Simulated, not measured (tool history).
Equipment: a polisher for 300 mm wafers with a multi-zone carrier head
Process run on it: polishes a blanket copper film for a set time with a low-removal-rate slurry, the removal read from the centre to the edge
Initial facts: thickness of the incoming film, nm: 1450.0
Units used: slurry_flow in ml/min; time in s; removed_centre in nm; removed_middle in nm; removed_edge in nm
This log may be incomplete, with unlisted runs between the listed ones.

run 1 hour=0.0 | slurry_flow=185 centre_zone=1.00 middle_zone=1.00 edge_zone=1.00 slurry_solids=1.00 time=67 | removed_centre=154.07 removed_middle=144.66 removed_edge=155.35
run 2 hour=6.8 | slurry_flow=185 centre_zone=1.00 middle_zone=1.00 edge_zone=1.00 slurry_solids=1.00 time=76 | removed_centre=172.42 removed_middle=168.95 removed_edge=173.36
run 3 hour=14.6 | slurry_flow=200 centre_zone=0.98 middle_zone=1.00 edge_zone=1.06 slurry_solids=1.15 time=77 | removed_centre=174.83 removed_middle=175.52 removed_edge=187.35
run 4 hour=21.5 | slurry_flow=200 centre_zone=0.98 middle_zone=1.07 edge_zone=1.06 slurry_solids=1.15 time=77 | removed_centre=179.79 removed_middle=186.42 removed_edge=183.97
run 5 hour=29.5 | slurry_flow=210 centre_zone=0.98 middle_zone=1.04 edge_zone=1.10 slurry_solids=1.25 time=79 | removed_centre=185.98 removed_middle=192.35 removed_edge=199.05
run 6 hour=38.4 | slurry_flow=220 centre_zone=0.98 middle_zone=1.02 edge_zone=1.13 slurry_solids=1.35 time=80 | removed_centre=190.52 removed_middle=193.66 removed_edge=209.54
run 7 hour=39.9 | slurry_flow=220 centre_zone=0.98 middle_zone=1.02 edge_zone=1.13 slurry_solids=1.35 time=80 | removed_centre=194.23 removed_middle=194.50 removed_edge=209.49

Predict the results of run 8:
run 8 hour=45.5 | slurry_flow=225 centre_zone=0.97 middle_zone=1.02 edge_zone=1.15 slurry_solids=1.40 time=81 | removed_centre=? removed_middle=? removed_edge=?

Run 8 produced removed_centre 195.26 nm, removed_middle 197.78 nm, removed_edge 215.09 nm.
